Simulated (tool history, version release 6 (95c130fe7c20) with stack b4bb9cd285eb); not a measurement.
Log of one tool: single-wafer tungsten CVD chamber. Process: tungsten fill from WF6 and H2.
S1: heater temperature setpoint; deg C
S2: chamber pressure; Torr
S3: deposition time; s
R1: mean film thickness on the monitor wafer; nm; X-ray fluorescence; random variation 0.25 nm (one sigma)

run 1 hour=0 | S1=385 S2=48.3 S3=16.4 | R1=44.847
run 2 hour=1.1 | S1=385 S2=54.5 S3=16.4 | R1=46.901
run 3 hour=9.5 | S1=385 S2=54.5 S3=15.6 | R1=44.524
run 4 hour=18.2 | S1=385 S2=48.5 S3=15.6 | R1=42.78
run 5 hour=24 | S1=385 S2=53.2 S3=15.6 | R1=44.382
run 6 hour=30 | S1=385 S2=47 S3=15.6 | R1=42.689
run 7 hour=37.9 | S1=389 S2=47.1 S3=15.6 | R1=46.141
run 8 hour=40.6 | S1=392 S2=47.2 S3=15.6 | R1=48.808

Run 9 comes next. What will it give?
run 9 hour=48.6 | S1=404 S2=47.5 S3=15.6 | R1=?

Run 9 gave R1 61.205 nm.
